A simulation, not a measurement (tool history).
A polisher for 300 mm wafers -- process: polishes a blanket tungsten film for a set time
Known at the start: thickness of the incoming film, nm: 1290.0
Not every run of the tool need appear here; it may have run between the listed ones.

run  hour  flow of slurry (ml/min)  pressure of the wafer on the pad (kPa)  speed of the pad under the wafer (cm/s)  abrasive content of the slurry  polishing time (s)  film removed (Å)
  1   0.0                      185                                    22.1                                      130                             1.0                  55            3401.5
  2   7.0                      175                                    21.4                                      130                             1.0                  55            3320.1
  3  15.8                      175                                    18.6                                      130                             1.0                  55            2953.3
  4  24.2                      175                                    18.6                                      130                             1.2                  55            3073.2
  5  31.4                      170                                    17.9                                      130                             1.2                  55            3015.2
  6  40.2                      170                                    17.9                                      130                             1.3                  55            3063.7

Forecast run 7:
  7  47.1                      170                                    17.2                                      130                             1.3                  55                 ?

Run 7 produced film removed (Å) 2933.1.

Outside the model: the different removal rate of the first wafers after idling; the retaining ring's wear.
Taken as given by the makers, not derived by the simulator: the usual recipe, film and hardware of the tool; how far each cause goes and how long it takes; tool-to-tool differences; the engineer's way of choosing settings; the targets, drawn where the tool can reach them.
